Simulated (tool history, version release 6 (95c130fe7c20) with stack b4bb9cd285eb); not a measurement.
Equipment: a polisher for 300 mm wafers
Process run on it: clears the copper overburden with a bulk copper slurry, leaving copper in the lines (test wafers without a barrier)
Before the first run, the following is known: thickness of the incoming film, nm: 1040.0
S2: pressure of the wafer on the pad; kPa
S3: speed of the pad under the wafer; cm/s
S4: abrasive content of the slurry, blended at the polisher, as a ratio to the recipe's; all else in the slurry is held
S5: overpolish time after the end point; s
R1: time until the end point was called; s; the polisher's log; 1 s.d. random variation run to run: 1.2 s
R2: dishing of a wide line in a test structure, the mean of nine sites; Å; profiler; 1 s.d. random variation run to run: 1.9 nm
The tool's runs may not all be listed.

run 1 hour=0.0 | flow_of_slurry_(ml/min)=195 S2=19.3 S3=106 S4=1.0 S5=14 | R1=107.980 R2=729.09
run 2 hour=7.3 | flow_of_slurry_(ml/min)=195 S2=19.3 S3=106 S4=1.0 S5=18 | R1=106.310 R2=799.45
run 3 hour=10.1 | flow_of_slurry_(ml/min)=195 S2=20.7 S3=106 S4=1.0 S5=19 | R1=97.024 R2=890.08
run 4 hour=13.7 | flow_of_slurry_(ml/min)=195 S2=20.7 S3=126 S4=1.0 S5=19 | R1=85.378 R2=988.95
run 5 hour=20.3 | flow_of_slurry_(ml/min)=160 S2=20.7 S3=126 S4=1.0 S5=19 | R1=87.644 R2=938.68
run 6 hour=28.1 | flow_of_slurry_(ml/min)=160 S2=20.7 S3=150 S4=1.0 S5=19 | R1=73.472 R2=1026.80
run 7 hour=30.7 | flow_of_slurry_(ml/min)=160 S2=20.0 S3=150 S4=1.0 S5=20 | R1=74.710 R2=1040.40

Forecast run 8:
run 8 hour=35.1 | flow_of_slurry_(ml/min)=160 S2=20.0 S3=150 S4=1.0 S5=21 | R1=? R2=?

R1: 72.914 s
R2: 1029.00 Å
